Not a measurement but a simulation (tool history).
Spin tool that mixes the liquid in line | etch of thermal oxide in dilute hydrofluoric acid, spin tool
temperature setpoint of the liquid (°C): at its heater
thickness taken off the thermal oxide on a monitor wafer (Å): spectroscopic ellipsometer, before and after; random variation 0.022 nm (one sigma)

run,hour,temperature setpoint of the liquid (°C),parts of water to one part of 49 % hydrofluoric acid (parts by volume),time under the liquid (s),thickness taken off the thermal oxide on a monitor wafer (Å)
1,0,25,275,300,44.05
2,7.7,25,325,300,36.214
3,14.4,28.5,325,300,41.408
4,21.3,28.5,325,300,40.934
5,24.3,26,335,300,35.847
6,26.9,26,385,300,30.086

The next listed run, before its measurement:
7,32.4,26,385,300,?

thickness taken off the thermal oxide on a monitor wafer (Å): 30.42
